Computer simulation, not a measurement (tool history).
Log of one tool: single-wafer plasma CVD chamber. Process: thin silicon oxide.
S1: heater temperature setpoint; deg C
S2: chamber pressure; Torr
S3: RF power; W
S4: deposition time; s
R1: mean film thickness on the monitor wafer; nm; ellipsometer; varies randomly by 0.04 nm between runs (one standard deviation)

run  hour   S1     S2   S3    S4      R1
  1     0  375  0.741  325  6.84  11.272
  2   3.9  375  0.741  360  6.84  11.835
  3  11.9  375  0.741  360  6.53  11.298
  4  20.4  365  0.741  360  6.53  11.411
  5  28.2  365  0.685  360  6.53  10.575
  6  28.9  365  0.685  330  6.53  10.123
  7  35.9  365  0.537  325  6.53  8.0218

The next listed run, before its measurement:
  8  41.3  365  0.547  325  6.53   ?

Run 8 measured R1 8.2681 nm.
